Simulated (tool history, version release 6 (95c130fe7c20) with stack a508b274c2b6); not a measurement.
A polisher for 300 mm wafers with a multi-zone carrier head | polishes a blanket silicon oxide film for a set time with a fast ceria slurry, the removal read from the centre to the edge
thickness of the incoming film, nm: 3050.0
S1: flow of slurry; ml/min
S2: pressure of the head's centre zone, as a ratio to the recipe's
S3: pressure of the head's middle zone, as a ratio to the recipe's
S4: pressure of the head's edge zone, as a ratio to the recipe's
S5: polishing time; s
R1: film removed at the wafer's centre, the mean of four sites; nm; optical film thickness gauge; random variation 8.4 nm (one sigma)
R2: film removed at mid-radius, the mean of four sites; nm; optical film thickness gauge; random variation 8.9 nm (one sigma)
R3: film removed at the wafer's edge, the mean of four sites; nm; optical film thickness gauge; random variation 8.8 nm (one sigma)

run  hour   S1    S2    S3    S4  S5      R1      R2      R3
  1     0  170     1     1     1  46  1184.5    1054  1097.6
  2   0.9  170  0.99  1.02  0.97  43  1116.4  1009.8  982.21
  3   8.1  170  0.99  0.99  0.97  43    1123  980.96  951.94
  4  11.3  170  0.99  0.99  0.97  32  820.98  746.73  742.46
  5  12.4  170  0.98     1  0.96  32  825.07  736.31  729.85
  6  14.3  170  0.98     1  0.88  32   807.2  740.64  717.98
  7  18.1  170  0.98  1.02  0.87  32  823.06  751.03  689.97

Forecast run 8:
  8  22.5  170  0.98  1.02  0.87  32   ?   ?   ?

{"run 8": {"R1": 816.7, "R2": 757.79, "R3": 687.99}}
